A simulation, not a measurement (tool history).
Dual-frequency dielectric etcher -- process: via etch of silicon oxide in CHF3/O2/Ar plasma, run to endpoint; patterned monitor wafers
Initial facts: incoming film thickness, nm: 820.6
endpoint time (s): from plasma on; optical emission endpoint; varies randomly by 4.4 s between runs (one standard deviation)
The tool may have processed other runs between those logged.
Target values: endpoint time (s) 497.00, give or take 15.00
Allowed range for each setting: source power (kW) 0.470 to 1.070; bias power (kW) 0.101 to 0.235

{"run": 1, "day": 0.0, "source power (kW)": 0.77, "bias power (kW)": 0.168, "endpoint time (s)": 417.11}
{"run": 2, "day": 0.129, "source power (kW)": 0.77, "bias power (kW)": 0.185, "endpoint time (s)": 392.63}
{"run": 3, "day": 0.25, "source power (kW)": 0.77, "bias power (kW)": 0.211, "endpoint time (s)": 376.9}
{"run": 4, "day": 0.296, "source power (kW)": 0.77, "bias power (kW)": 0.188, "endpoint time (s)": 386.8}
{"run": 5, "day": 0.517, "source power (kW)": 0.69, "bias power (kW)": 0.173, "endpoint time (s)": 425.4}
{"run": 6, "day": 0.642, "source power (kW)": 0.64, "bias power (kW)": 0.166, "endpoint time (s)": 443.42}
{"run": 7, "day": 0.829, "source power (kW)": 0.6, "bias power (kW)": 0.161, "endpoint time (s)": 450.87}
{"run": 8, "day": 1.146, "source power (kW)": 0.57, "bias power (kW)": 0.154, "endpoint time (s)": 469.81}

Consider the 4 candidate settings below. Which is the only one whose results all fall within their allowed miss of target?
{"run": "A", "day": 1.462, "source power (kW)": 0.67, "bias power (kW)": 0.156, "endpoint time (s)": "?"}
{"run": "B", "day": 1.462, "source power (kW)": 0.53, "bias power (kW)": 0.188, "endpoint time (s)": "?"}
{"run": "C", "day": 1.462, "source power (kW)": 0.61, "bias power (kW)": 0.16, "endpoint time (s)": "?"}
{"run": "D", "day": 1.462, "source power (kW)": 0.49, "bias power (kW)": 0.148, "endpoint time (s)": "?"}

move=A endpoint_time_(s)=445.42
move=B endpoint_time_(s)=443.82
move=C endpoint_time_(s)=454.26
move=D endpoint_time_(s)=502.32
A: further off than the last run
B: further off than the last run
C: further off than the last run
D: every result lands within tolerance
Move D is the one to make.
